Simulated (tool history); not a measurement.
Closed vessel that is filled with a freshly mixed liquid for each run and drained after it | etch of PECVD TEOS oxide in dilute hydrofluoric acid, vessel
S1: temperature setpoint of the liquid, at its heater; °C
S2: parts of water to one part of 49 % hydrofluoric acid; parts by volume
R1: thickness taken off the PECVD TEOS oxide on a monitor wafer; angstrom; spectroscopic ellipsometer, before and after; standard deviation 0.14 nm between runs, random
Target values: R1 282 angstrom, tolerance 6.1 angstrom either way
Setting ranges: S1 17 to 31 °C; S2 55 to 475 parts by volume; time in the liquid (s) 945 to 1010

{"run": 1, "hour": 0.0, "S1": 23, "S2": 265, "time in the liquid (s)": 945, "R1": 458.61}
{"run": 2, "hour": 4.4, "S1": 20.5, "S2": 265, "time in the liquid (s)": 945, "R1": 416.74}
{"run": 3, "hour": 10.9, "S1": 19.5, "S2": 280, "time in the liquid (s)": 945, "R1": 372.64}
{"run": 4, "hour": 14.1, "S1": 19.5, "S2": 280, "time in the liquid (s)": 1010, "R1": 398.44}
{"run": 5, "hour": 16.1, "S1": 17, "S2": 280, "time in the liquid (s)": 1010, "R1": 363.15}
{"hour": 21.0, "done": "hydrofluoric acid flow meter replaced"}
{"run": 6, "hour": 21.0, "S1": 17, "S2": 290, "time in the liquid (s)": 1010, "R1": 308.28}
{"run": 7, "hour": 24.2, "S1": 17, "S2": 295, "time in the liquid (s)": 1010, "R1": 299.89}
{"run": 8, "hour": 24.9, "S1": 17, "S2": 295, "time in the liquid (s)": 1010, "R1": 302.79}
{"run": 9, "hour": 26.9, "S1": 17, "S2": 300, "time in the liquid (s)": 1010, "R1": 293.34}

Below are 4 possible settings for the next run. Only one of them brings all results inside the allowed miss of their targets. Which is it?
{"run": "A", "hour": 28.9, "S1": 17, "S2": 290, "time in the liquid (s)": 1005, "R1": "?"}
{"run": "B", "hour": 28.9, "S1": 18.5, "S2": 305, "time in the liquid (s)": 1010, "R1": "?"}
{"run": "C", "hour": 28.9, "S1": 18.5, "S2": 300, "time in the liquid (s)": 1010, "R1": "?"}
{"run": "D", "hour": 28.9, "S1": 18.5, "S2": 315, "time in the liquid (s)": 975, "R1": "?"}

move=A R1=306.22
move=B R1=305.65
move=C R1=312.08
move=D R1=283.25
A: further off than the last run
B: further off than the last run
C: further off than the last run
D: each result inside its tolerance
Correct choice: D, which meets every target
